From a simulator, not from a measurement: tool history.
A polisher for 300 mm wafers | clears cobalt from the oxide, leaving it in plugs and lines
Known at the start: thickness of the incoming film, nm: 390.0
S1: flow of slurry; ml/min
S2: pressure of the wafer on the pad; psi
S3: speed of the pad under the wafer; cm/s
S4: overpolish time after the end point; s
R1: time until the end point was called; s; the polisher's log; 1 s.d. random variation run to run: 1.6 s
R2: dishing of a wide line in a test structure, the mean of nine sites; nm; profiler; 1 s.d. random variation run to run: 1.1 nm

run 1 hour=0.0 | S1=120 S2=2.1 S3=82 S4=28 | R1=72.938 R2=56.779
run 2 hour=8.8 | S1=115 S2=1.8 S3=74 S4=31 | R1=94.777 R2=52.745
run 3 hour=11.2 | S1=110 S2=1.6 S3=68 S4=37 | R1=116.350 R2=55.596
run 4 hour=15.9 | S1=110 S2=1.6 S3=68 S4=31 | R1=116.430 R2=52.341
run 5 hour=18.6 | S1=105 S2=1.5 S3=66 S4=33 | R1=129.970 R2=49.949
run 6 hour=24.3 | S1=105 S2=1.5 S3=66 S4=44 | R1=129.110 R2=55.538
run 7 hour=26.0 | S1=80 S2=1.0 S3=52 S4=46 | R1=258.010 R2=42.894
run 8 hour=27.3 | S1=95 S2=1.0 S3=52 S4=47 | R1=250.840 R2=44.395
run 9 hour=34.7 | S1=110 S2=1.0 S3=52 S4=47 | R1=235.040 R2=44.493
run 10 hour=40.3 | S1=120 S2=1.0 S3=52 S4=49 | R1=230.270 R2=46.753
run 11 hour=44.2 | S1=130 S2=1.0 S3=52 S4=50 | R1=227.140 R2=47.907
run 12 hour=49.2 | S1=140 S2=1.0 S3=52 S4=50 | R1=223.570 R2=48.732
run 13 hour=57.5 | S1=145 S2=1.0 S3=52 S4=50 | R1=221.100 R2=49.087
run 14 hour=65.6 | S1=170 S2=1.2 S3=52 S4=53 | R1=181.350 R2=54.046
run 15 hour=69.2 | S1=165 S2=1.2 S3=52 S4=53 | R1=183.030 R2=52.415
run 16 hour=76.7 | S1=160 S2=1.2 S3=52 S4=53 | R1=184.820 R2=53.367

Estimate the outcome of run 17 from the log above:
run 17 hour=77.3 | S1=155 S2=1.2 S3=52 S4=53 | R1=? R2=?

{"run 17": {"R1": 185.11, "R2": 55.246}}

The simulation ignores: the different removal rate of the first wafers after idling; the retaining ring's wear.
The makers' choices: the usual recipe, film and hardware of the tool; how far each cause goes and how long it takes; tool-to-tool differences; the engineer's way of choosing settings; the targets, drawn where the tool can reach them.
